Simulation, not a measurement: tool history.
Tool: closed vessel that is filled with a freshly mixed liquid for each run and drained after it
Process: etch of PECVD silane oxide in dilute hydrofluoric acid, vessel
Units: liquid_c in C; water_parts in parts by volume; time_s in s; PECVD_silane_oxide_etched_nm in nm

{"run": 1, "hour": 0.0, "liquid_c": 21, "water_parts": 245, "time_s": 30, "PECVD_silane_oxide_etched_nm": 3.3309}
{"run": 2, "hour": 6.8, "liquid_c": 18.5, "water_parts": 245, "time_s": 30, "PECVD_silane_oxide_etched_nm": 3.0406}
{"run": 3, "hour": 14.9, "liquid_c": 18.5, "water_parts": 285, "time_s": 30, "PECVD_silane_oxide_etched_nm": 2.4945}
{"run": 4, "hour": 20.5, "liquid_c": 18, "water_parts": 290, "time_s": 30, "PECVD_silane_oxide_etched_nm": 2.3791}
{"run": 5, "hour": 22.8, "liquid_c": 18, "water_parts": 205, "time_s": 30, "PECVD_silane_oxide_etched_nm": 3.6859}
{"run": 6, "hour": 24.5, "liquid_c": 18, "water_parts": 280, "time_s": 30, "PECVD_silane_oxide_etched_nm": 2.5099}
{"run": 7, "hour": 31.7, "liquid_c": 18, "water_parts": 285, "time_s": 30, "PECVD_silane_oxide_etched_nm": 2.4456}

The next listed run, before its measurement:
{"run": 8, "hour": 36.5, "liquid_c": 17.5, "water_parts": 295, "time_s": 30, "PECVD_silane_oxide_etched_nm": "?"}

Run 8 gave PECVD_silane_oxide_etched_nm 2.3252 nm.

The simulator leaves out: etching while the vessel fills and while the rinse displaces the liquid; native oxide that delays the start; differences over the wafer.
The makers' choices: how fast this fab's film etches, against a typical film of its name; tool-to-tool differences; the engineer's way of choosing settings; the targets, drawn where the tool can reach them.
